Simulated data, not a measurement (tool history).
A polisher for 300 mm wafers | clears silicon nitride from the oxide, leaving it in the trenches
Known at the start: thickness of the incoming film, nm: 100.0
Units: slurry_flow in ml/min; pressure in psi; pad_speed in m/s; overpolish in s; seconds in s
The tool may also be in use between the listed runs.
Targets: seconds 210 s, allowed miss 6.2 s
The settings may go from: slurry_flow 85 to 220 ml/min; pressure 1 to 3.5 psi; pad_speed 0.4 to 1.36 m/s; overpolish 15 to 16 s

run	hour	slurry_flow	pressure	pad_speed	overpolish	seconds
1	0	140	2.2	0.88	15	182.91
2	3.4	135	2.1	0.88	15	191.63
3	12.3	135	2.1	0.7	15	230.97
4	19.8	140	2.1	0.7	15	227.61
5	25.3	140	2.1	0.9	15	192.68
6	33.6	140	2	0.9	15	197.48
7	36.2	135	2	0.9	15	201.2
8	42.4	130	2	0.9	15	199.65

5 next moves are on the table. One of them brings every result within its allowed miss. Which?
A	48.6	160	1.7	1.12	15	?
B	48.6	145	2	0.94	16	?
C	48.6	130	2	0.98	15	?
D	48.6	120	2	0.86	15	?
E	48.6	115	2.3	0.9	15	?

move	seconds
A	192.13
B	191.65
C	189.21
D	212.45
E	180.78
A: further off than the last run
B: further off than the last run
C: further off than the last run
D: meets every target
E: further off than the last run
The right move is D.
